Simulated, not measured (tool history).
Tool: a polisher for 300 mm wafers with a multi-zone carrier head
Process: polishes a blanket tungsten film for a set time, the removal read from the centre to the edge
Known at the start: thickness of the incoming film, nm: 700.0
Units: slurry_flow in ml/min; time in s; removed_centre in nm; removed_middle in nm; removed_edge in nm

{"run": 1, "hour": 0.0, "slurry_flow": 215, "centre_zone": 1.0, "middle_zone": 1.0, "edge_zone": 1.0, "slurry_solids": 1.0, "time": 39, "removed_centre": 297.69, "removed_middle": 300.06, "removed_edge": 286.06}
{"run": 2, "hour": 4.2, "slurry_flow": 215, "centre_zone": 0.95, "middle_zone": 1.0, "edge_zone": 1.0, "slurry_solids": 1.0, "time": 39, "removed_centre": 280.42, "removed_middle": 296.07, "removed_edge": 292.55}
{"run": 3, "hour": 12.4, "slurry_flow": 220, "centre_zone": 0.97, "middle_zone": 0.99, "edge_zone": 1.02, "slurry_solids": 1.05, "time": 40, "removed_centre": 301.18, "removed_middle": 306.6, "removed_edge": 305.17}
{"run": 4, "hour": 15.3, "slurry_flow": 225, "centre_zone": 0.99, "middle_zone": 0.99, "edge_zone": 1.04, "slurry_solids": 1.1, "time": 40, "removed_centre": 317.67, "removed_middle": 314.31, "removed_edge": 307.92}
{"run": 5, "hour": 19.3, "slurry_flow": 230, "centre_zone": 1.0, "middle_zone": 0.98, "edge_zone": 1.05, "slurry_solids": 1.15, "time": 40, "removed_centre": 321.87, "removed_middle": 314.14, "removed_edge": 312.51}
{"run": 6, "hour": 26.5, "slurry_flow": 230, "centre_zone": 1.0, "middle_zone": 0.9, "edge_zone": 1.05, "slurry_solids": 1.15, "time": 40, "removed_centre": 321.96, "removed_middle": 296.39, "removed_edge": 315.9}
{"run": 7, "hour": 30.4, "slurry_flow": 235, "centre_zone": 1.01, "middle_zone": 0.91, "edge_zone": 1.06, "slurry_solids": 1.2, "time": 40, "removed_centre": 330.48, "removed_middle": 300.55, "removed_edge": 324.05}
{"run": 8, "hour": 33.2, "slurry_flow": 240, "centre_zone": 1.02, "middle_zone": 0.92, "edge_zone": 1.07, "slurry_solids": 1.25, "time": 40, "removed_centre": 343.12, "removed_middle": 309.7, "removed_edge": 332.3}
{"run": 9, "hour": 34.0, "slurry_flow": 245, "centre_zone": 1.03, "middle_zone": 0.93, "edge_zone": 1.08, "slurry_solids": 1.3, "time": 40, "removed_centre": 341.24, "removed_middle": 318.56, "removed_edge": 338.95}
{"run": 10, "hour": 40.9, "slurry_flow": 250, "centre_zone": 1.05, "middle_zone": 0.94, "edge_zone": 1.08, "slurry_solids": 1.3, "time": 40, "removed_centre": 351.57, "removed_middle": 322.77, "removed_edge": 335.49}
{"run": 11, "hour": 45.4, "slurry_flow": 255, "centre_zone": 1.07, "middle_zone": 0.94, "edge_zone": 1.09, "slurry_solids": 1.35, "time": 40, "removed_centre": 367.03, "removed_middle": 324.65, "removed_edge": 336.33}

Forecast run 12:
{"run": 12, "hour": 53.2, "slurry_flow": 260, "centre_zone": 1.08, "middle_zone": 0.94, "edge_zone": 1.1, "slurry_solids": 1.35, "time": 40, "removed_centre": "?", "removed_middle": "?", "removed_edge": "?"}

Run 12 gave removed_centre 373.08 nm, removed_middle 320.75 nm, removed_edge 348.67 nm.

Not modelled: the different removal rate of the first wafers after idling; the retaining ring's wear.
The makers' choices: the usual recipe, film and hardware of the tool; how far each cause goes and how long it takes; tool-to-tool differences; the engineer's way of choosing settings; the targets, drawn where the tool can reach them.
